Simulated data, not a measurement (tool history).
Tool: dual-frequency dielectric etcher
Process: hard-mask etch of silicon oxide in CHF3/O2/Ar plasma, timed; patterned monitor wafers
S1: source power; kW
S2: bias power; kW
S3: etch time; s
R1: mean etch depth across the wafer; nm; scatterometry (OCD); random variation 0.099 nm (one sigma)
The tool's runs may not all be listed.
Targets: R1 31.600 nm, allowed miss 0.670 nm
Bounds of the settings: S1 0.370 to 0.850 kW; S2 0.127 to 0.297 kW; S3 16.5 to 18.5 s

{"run": 1, "hour": 0.0, "S1": 0.61, "S2": 0.212, "S3": 18.5, "R1": 34.728}
{"run": 2, "hour": 3.5, "S1": 0.57, "S2": 0.209, "S3": 18.5, "R1": 33.824}
{"run": 3, "hour": 7.3, "S1": 0.53, "S2": 0.209, "S3": 18.5, "R1": 32.964}
{"run": 4, "hour": 9.3, "S1": 0.51, "S2": 0.207, "S3": 18.5, "R1": 32.334}
{"run": 5, "hour": 16.7, "S1": 0.51, "S2": 0.207, "S3": 16.5, "R1": 28.858}
{"run": 6, "hour": 24.8, "S1": 0.54, "S2": 0.209, "S3": 16.5, "R1": 29.544}
{"run": 7, "hour": 29.2, "S1": 0.57, "S2": 0.211, "S3": 16.5, "R1": 30.239}
{"run": 8, "hour": 32.1, "S1": 0.59, "S2": 0.213, "S3": 16.5, "R1": 30.713}

Which of these 4 next moves meets every target?
{"run": "A", "hour": 35.0, "S1": 0.52, "S2": 0.242, "S3": 16.5, "R1": "?"}
{"run": "B", "hour": 35.0, "S1": 0.54, "S2": 0.194, "S3": 17.5, "R1": "?"}
{"run": "C", "hour": 35.0, "S1": 0.6, "S2": 0.186, "S3": 17.0, "R1": "?"}
{"run": "D", "hour": 35.0, "S1": 0.55, "S2": 0.218, "S3": 16.5, "R1": "?"}

move=A R1=31.853
move=B R1=30.306
move=C R1=29.747
move=D R1=30.656
A: meets every target
B: further off than the last run
C: further off than the last run
D: further off than the last run
Move A is the one to make.
